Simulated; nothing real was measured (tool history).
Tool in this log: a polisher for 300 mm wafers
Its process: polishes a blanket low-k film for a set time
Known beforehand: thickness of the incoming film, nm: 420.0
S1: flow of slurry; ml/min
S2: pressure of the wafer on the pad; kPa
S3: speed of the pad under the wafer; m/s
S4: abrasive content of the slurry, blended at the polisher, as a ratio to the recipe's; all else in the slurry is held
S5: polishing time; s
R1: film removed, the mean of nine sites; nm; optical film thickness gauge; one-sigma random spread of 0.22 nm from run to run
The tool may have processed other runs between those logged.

| run | day | S1 | S2 | S3 | S4 | S5 | R1 |
|---|---|---|---|---|---|---|---|
| 1 | 0.000 | 230 | 13.1 | 0.92 | 1.0 | 44 | 15.552 |
| 2 | 0.221 | 230 | 15.9 | 0.92 | 1.0 | 44 | 18.814 |
| 3 | 0.504 | 265 | 15.9 | 0.92 | 1.0 | 44 | 19.045 |
| 4 | 0.558 | 265 | 16.5 | 0.92 | 1.0 | 44 | 19.838 |
| 5 | 0.771 | 265 | 17.2 | 0.94 | 1.0 | 44 | 20.806 |
| 6 | 0.908 | 265 | 17.9 | 0.96 | 1.0 | 44 | 22.238 |

Expected results for the next run?
| 7 | 1.188 | 280 | 20.7 | 0.98 | 1.0 | 44 | ? |

Run 7 came out at R1 26.237 nm.
